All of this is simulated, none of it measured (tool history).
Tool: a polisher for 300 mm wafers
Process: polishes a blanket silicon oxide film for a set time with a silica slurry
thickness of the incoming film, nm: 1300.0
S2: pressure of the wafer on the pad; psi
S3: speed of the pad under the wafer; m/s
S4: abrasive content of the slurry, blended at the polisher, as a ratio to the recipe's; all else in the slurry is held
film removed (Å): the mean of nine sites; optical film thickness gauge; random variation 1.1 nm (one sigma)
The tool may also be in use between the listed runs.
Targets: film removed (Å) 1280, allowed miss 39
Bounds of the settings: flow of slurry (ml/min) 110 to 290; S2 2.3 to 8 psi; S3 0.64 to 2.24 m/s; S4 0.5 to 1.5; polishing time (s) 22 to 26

run 1 day=0 | flow_of_slurry_(ml/min)=185 S2=5.1 S3=1.44 S4=1 polishing_time_(s)=26 | film_removed_(Å)=1100.4
run 2 day=0.138 | flow_of_slurry_(ml/min)=190 S2=5.3 S3=1.44 S4=1 polishing_time_(s)=26 | film_removed_(Å)=1155.7
run 3 day=0.383 | flow_of_slurry_(ml/min)=195 S2=5.4 S3=1.44 S4=1 polishing_time_(s)=26 | film_removed_(Å)=1164.7
run 4 day=0.629 | flow_of_slurry_(ml/min)=165 S2=5.4 S3=1.44 S4=1 polishing_time_(s)=26 | film_removed_(Å)=1139.9
run 5 day=0.933 | flow_of_slurry_(ml/min)=165 S2=5.4 S3=1.44 S4=1 polishing_time_(s)=26 | film_removed_(Å)=1127
run 6 day=1.046 | flow_of_slurry_(ml/min)=165 S2=5.4 S3=1.44 S4=0.9 polishing_time_(s)=26 | film_removed_(Å)=1079.3
run 7 day=1.212 | flow_of_slurry_(ml/min)=165 S2=5.4 S3=1.44 S4=0.9 polishing_time_(s)=26 | film_removed_(Å)=1092.3
run 8 day=1.442 | flow_of_slurry_(ml/min)=180 S2=5.5 S3=1.44 S4=0.9 polishing_time_(s)=26 | film_removed_(Å)=1122.1
run 9 day=1.738 | flow_of_slurry_(ml/min)=190 S2=5.6 S3=1.44 S4=0.9 polishing_time_(s)=26 | film_removed_(Å)=1153.4
run 10 day=1.8 | flow_of_slurry_(ml/min)=200 S2=5.7 S3=1.44 S4=0.9 polishing_time_(s)=26 | film_removed_(Å)=1158
run 11 day=2.104 | flow_of_slurry_(ml/min)=200 S2=5.9 S3=1.44 S4=0.9 polishing_time_(s)=26 | film_removed_(Å)=1203.9
run 12 day=2.254 | flow_of_slurry_(ml/min)=200 S2=6 S3=1.44 S4=0.9 polishing_time_(s)=26 | film_removed_(Å)=1230.9

4 next moves are on the table. One of them brings every result within its allowed miss. Which?
run A day=2.404 | flow_of_slurry_(ml/min)=180 S2=6.2 S3=1.5 S4=0.95 polishing_time_(s)=25 | film_removed_(Å)=?
run B day=2.404 | flow_of_slurry_(ml/min)=165 S2=6.6 S3=1.28 S4=0.85 polishing_time_(s)=26 | film_removed_(Å)=?
run C day=2.404 | flow_of_slurry_(ml/min)=190 S2=6.6 S3=1.56 S4=0.7 polishing_time_(s)=25 | film_removed_(Å)=?
run D day=2.404 | flow_of_slurry_(ml/min)=120 S2=7.5 S3=1.32 S4=0.7 polishing_time_(s)=25 | film_removed_(Å)=?

move=A film_removed_(Å)=1299.8
move=B film_removed_(Å)=1185.8
move=C film_removed_(Å)=1231
move=D film_removed_(Å)=1139.8
A: meets every target
B: further off than the last run
C: as far off as the last run
D: further off than the last run
The right move is A.
